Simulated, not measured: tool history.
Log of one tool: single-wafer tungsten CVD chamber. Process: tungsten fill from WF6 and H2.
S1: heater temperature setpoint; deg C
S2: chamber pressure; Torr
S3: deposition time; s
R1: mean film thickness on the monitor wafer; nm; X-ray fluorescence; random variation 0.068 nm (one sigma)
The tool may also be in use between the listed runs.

run,hour,S1,S2,S3,R1
1,0,385,42.7,18.7,45.853
2,5.6,379,42.6,18.7,40.502
3,13,379,42.6,17.8,38.524
4,20.9,388,42.6,17.8,46.42
5,24.3,378,42.6,17.8,37.776
6,28.6,389,42.6,17.8,47.194
7,35.5,377,42.1,17.8,36.68
8,42.6,375,42.1,17.8,35.303

The next listed run, before its measurement:
9,45.3,374,42.1,17.8,?

R1: 34.457 nm

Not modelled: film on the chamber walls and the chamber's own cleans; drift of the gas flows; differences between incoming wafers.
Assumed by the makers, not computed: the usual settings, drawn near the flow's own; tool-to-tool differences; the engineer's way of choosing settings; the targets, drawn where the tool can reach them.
